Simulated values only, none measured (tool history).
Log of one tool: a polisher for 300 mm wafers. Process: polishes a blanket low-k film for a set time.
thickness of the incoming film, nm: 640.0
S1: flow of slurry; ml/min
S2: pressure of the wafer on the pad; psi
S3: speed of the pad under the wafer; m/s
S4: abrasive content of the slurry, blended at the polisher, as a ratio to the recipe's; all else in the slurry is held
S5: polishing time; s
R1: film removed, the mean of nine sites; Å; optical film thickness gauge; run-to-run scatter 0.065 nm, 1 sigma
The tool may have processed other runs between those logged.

run 1 hour=0.0 | S1=125 S2=1.7 S3=0.96 S4=1.0 S5=40 | R1=149.46
run 2 hour=1.1 | S1=125 S2=1.3 S3=0.96 S4=1.0 S5=40 | R1=115.92
run 3 hour=2.0 | S1=120 S2=1.2 S3=0.96 S4=1.0 S5=40 | R1=106.42
run 4 hour=8.2 | S1=120 S2=1.5 S3=0.96 S4=1.0 S5=40 | R1=131.92
run 5 hour=14.5 | S1=135 S2=1.5 S3=0.96 S4=1.0 S5=40 | R1=133.13
run 6 hour=17.1 | S1=130 S2=1.4 S3=0.96 S4=1.0 S5=40 | R1=125.05
run 7 hour=26.1 | S1=125 S2=1.3 S3=0.96 S4=1.0 S5=40 | R1=116.79

Forecast run 8:
run 8 hour=28.0 | S1=120 S2=1.2 S3=0.96 S4=1.0 S5=40 | R1=?

R1: 107.84 Å
